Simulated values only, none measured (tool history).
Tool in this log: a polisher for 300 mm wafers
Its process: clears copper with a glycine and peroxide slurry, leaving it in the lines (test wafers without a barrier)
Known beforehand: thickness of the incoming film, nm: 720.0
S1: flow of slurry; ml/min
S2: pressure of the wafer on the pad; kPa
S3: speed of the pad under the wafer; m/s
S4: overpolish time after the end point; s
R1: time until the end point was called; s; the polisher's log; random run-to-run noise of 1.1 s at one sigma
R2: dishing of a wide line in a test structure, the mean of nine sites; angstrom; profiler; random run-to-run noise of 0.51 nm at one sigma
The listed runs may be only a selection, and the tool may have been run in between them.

run,hour,S1,S2,S3,S4,R1,R2
1,0.0,315,21.4,0.98,16,120.40,609.10
2,9.0,315,21.4,1.12,16,107.30,673.81
3,12.3,315,21.4,1.12,23,107.70,888.78
4,14.9,320,19.3,1.12,19,117.02,709.03
# hour 18.3: slurry nozzle cleaned
5,18.3,350,19.3,1.12,19,114.30,730.58
6,24.7,300,19.3,1.12,19,117.43,722.67
7,32.4,320,17.9,1.10,16,124.14,591.59
8,36.3,325,17.2,1.10,14,128.42,510.44
9,43.7,325,16.5,1.10,13,132.68,462.53
10,51.5,325,16.5,1.10,12,132.63,428.64

Expected results for the next run?
11,59.9,320,16.5,1.10,12,?,?

R1: 134.00 s
R2: 444.01 angstrom
